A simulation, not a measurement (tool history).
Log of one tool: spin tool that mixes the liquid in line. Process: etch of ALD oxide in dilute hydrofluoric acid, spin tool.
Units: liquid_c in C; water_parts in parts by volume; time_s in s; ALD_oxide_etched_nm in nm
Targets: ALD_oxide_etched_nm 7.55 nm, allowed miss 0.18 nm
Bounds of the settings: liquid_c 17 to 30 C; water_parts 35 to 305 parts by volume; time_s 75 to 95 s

Run 1, hour 0: liquid_c 22 C, water_parts 170 parts by volume, time_s 95 s. Result: ALD_oxide_etched_nm 12.098 nm.
Run 2, hour 1: liquid_c 22 C, water_parts 170 parts by volume, time_s 75 s. Result: ALD_oxide_etched_nm 9.5764 nm.
Run 3, hour 4.8: liquid_c 22 C, water_parts 225 parts by volume, time_s 75 s. Result: ALD_oxide_etched_nm 6.7603 nm.
Run 4, hour 11.7: liquid_c 22.5 C, water_parts 225 parts by volume, time_s 75 s. Result: ALD_oxide_etched_nm 6.9922 nm.
Run 5, hour 15.5: liquid_c 22.5 C, water_parts 250 parts by volume, time_s 75 s. Result: ALD_oxide_etched_nm 6.1348 nm.
Run 6, hour 20.2: liquid_c 23.5 C, water_parts 250 parts by volume, time_s 75 s. Result: ALD_oxide_etched_nm 6.3688 nm.
Run 7, hour 27: liquid_c 24.5 C, water_parts 250 parts by volume, time_s 75 s. Result: ALD_oxide_etched_nm 6.5566 nm.
Run 8, hour 32.1: liquid_c 25.5 C, water_parts 250 parts by volume, time_s 75 s. Result: ALD_oxide_etched_nm 6.8221 nm.
Run 9, hour 36.7: liquid_c 25.5 C, water_parts 250 parts by volume, time_s 75 s. Result: ALD_oxide_etched_nm 6.8226 nm.
Run 10, hour 44.8: liquid_c 25.5 C, water_parts 250 parts by volume, time_s 75 s. Result: ALD_oxide_etched_nm 6.7503 nm.

4 next moves are on the table. One of them brings every result within its allowed miss. Which?
Run A, hour 52.9: liquid_c 29.5 C, water_parts 305 parts by volume, time_s 75 s. Result: ALD_oxide_etched_nm ?.
Run B, hour 52.9: liquid_c 26.5 C, water_parts 275 parts by volume, time_s 90 s. Result: ALD_oxide_etched_nm ?.
Run C, hour 52.9: liquid_c 20 C, water_parts 260 parts by volume, time_s 80 s. Result: ALD_oxide_etched_nm ?.
Run D, hour 52.9: liquid_c 24.5 C, water_parts 305 parts by volume, time_s 85 s. Result: ALD_oxide_etched_nm ?.

move  ALD_oxide_etched_nm
   A               6.0165
   B                7.483
   C               5.6599
   D               5.7715
A: further off than the last run
B: meets every target
C: further off than the last run
D: further off than the last run
Answer: B

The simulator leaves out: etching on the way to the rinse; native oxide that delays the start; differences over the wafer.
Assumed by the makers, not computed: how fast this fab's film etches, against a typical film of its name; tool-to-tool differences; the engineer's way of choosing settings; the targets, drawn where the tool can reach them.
